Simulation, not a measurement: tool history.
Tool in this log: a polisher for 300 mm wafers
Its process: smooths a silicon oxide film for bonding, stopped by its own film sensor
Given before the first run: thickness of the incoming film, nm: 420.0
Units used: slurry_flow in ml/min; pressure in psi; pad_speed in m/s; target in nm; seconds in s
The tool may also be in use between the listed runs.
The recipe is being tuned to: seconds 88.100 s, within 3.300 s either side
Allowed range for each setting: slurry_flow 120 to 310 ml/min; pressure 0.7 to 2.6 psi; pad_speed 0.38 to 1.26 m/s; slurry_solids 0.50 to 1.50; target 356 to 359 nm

run	day	slurry_flow	pressure	pad_speed	slurry_solids	target	seconds
1	0.000	200	1.6	0.82	1.00	359	119.380
2	0.033	200	1.7	0.82	1.00	359	111.330
3	0.396	200	1.7	0.66	1.00	359	127.440
4	0.562	200	1.8	0.66	1.00	359	119.030
5	0.625	160	1.8	0.66	1.00	359	124.730
6	0.750	160	1.8	0.66	0.90	359	128.380
7	1.000	165	1.9	0.66	0.90	359	124.120
8	1.104	170	2.0	0.66	0.90	359	115.310
9	1.292	175	2.1	0.66	0.90	359	109.770
10	1.650	175	2.2	0.66	0.90	359	105.250
11	1.900	175	2.3	0.66	0.90	359	101.090
# day 2.000: worn pad replaced by a new one
12	2.000	180	2.5	0.66	0.90	359	83.898

Of the 4 settings listed for the next run, only one would bring every result within its allowed miss of target. Which one?
A	2.100	185	2.5	0.80	0.85	357	?
B	2.100	180	2.5	0.72	1.00	356	?
C	2.100	185	2.5	0.74	0.65	357	?
D	2.100	175	2.3	0.68	1.10	356	?

move	seconds
A	78.554
B	80.295
C	92.187
D	87.414
A: the biggest miss grows against the last run
B: the biggest miss grows against the last run
C: moves the result that the last run missed by most past its target, out the other side
D: hits every target within its allowed miss
Go with D: it meets all targets.

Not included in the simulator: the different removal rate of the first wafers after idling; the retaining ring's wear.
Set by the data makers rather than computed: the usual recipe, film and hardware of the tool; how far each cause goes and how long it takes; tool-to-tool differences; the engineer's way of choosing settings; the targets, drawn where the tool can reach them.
